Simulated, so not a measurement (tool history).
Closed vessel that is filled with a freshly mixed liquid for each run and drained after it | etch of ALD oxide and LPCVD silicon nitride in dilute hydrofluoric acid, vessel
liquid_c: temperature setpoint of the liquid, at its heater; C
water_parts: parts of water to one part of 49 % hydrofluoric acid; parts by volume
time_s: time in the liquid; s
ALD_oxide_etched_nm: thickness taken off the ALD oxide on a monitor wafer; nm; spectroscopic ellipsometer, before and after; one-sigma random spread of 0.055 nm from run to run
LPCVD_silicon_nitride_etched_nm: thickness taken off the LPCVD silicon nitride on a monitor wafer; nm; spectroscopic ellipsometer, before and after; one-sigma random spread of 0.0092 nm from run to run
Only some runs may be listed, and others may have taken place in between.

run  hour  liquid_c  water_parts  time_s  ALD_oxide_etched_nm  LPCVD_silicon_nitride_etched_nm
  1     0        24           50      90               30.953                           1.0014
  2     2        24           50     105                 36.3                           1.1172
  3   9.3        27           50     105                41.55                            1.483
  4  13.9      28.5           50     105               43.225                           1.4629
  5  22.8        26           60      95               29.281                           1.0223
  6  23.9        26           70      95               24.626                          0.85603
  7  31.7        24           75      85               19.091                           0.5823
  8  34.1      23.5           80      70               14.422                          0.46289
  9  41.1        23           80      60               11.959                          0.41603

Run 10 is up next; what results do you expect?
 10  48.3        22           80      55                    ?                                ?

ALD_oxide_etched_nm: 10.625 nm
LPCVD_silicon_nitride_etched_nm: 0.33563 nm
